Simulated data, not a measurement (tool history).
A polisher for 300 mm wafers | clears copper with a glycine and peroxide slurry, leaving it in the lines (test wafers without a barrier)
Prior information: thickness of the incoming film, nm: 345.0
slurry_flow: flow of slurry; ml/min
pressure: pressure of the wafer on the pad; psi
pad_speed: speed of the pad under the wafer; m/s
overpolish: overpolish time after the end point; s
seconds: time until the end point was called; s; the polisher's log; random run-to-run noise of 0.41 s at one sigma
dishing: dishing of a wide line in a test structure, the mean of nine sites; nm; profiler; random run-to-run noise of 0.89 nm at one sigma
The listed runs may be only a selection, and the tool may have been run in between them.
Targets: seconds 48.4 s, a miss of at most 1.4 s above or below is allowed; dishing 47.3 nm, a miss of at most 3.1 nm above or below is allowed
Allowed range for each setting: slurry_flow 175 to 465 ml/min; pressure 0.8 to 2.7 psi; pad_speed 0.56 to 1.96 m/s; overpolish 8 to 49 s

run	hour	slurry_flow	pressure	pad_speed	overpolish	seconds	dishing
1	0	295	1.7	1.26	25	71.333	48.376
2	5.2	295	1.7	1.26	33	71.981	53.248
3	13.3	295	1.7	1.26	38	70.424	58.239
4	18.8	295	1.8	1.26	34	69.803	55.762
# hour 21.5: slurry nozzle cleaned
5	21.5	295	1.9	1.28	30	66.209	53.959
6	27.2	340	1.9	1.28	30	64.622	53.116
7	31.4	345	2	1.28	27	62.829	53.701
8	36.7	345	2	1.28	27	62.831	52.56
9	38.9	345	2.1	1.3	24	61.012	51.557
10	44.2	350	2.6	1.38	12	51.193	39.506
11	46.3	350	2.6	1.38	13	51.814	41.264
12	49.4	355	2.6	1.38	14	51.281	43.534

Which single option among these 5 for the next run brings every result within its allowed miss of target? Just one does.
A	52.5	385	2.7	1.54	15	?	?
B	52.5	370	2.6	1.38	28	?	?
C	52.5	335	2.6	1.34	22	?	?
D	52.5	375	2.3	1.58	16	?	?
E	52.5	465	2.7	1.48	15	?	?

move	seconds	dishing
A	44.805	47.049
B	50.444	55.967
C	52.067	51.997
D	48.31	46.671
E	45.82	46.731
A: the result that was furthest off in the last run now lies on the other side of its target
B: its largest miss is bigger than the last run's
C: its largest miss is bigger than the last run's
D: every result within its allowed miss
E: the result that was furthest off in the last run now lies on the other side of its target
The right move is D.
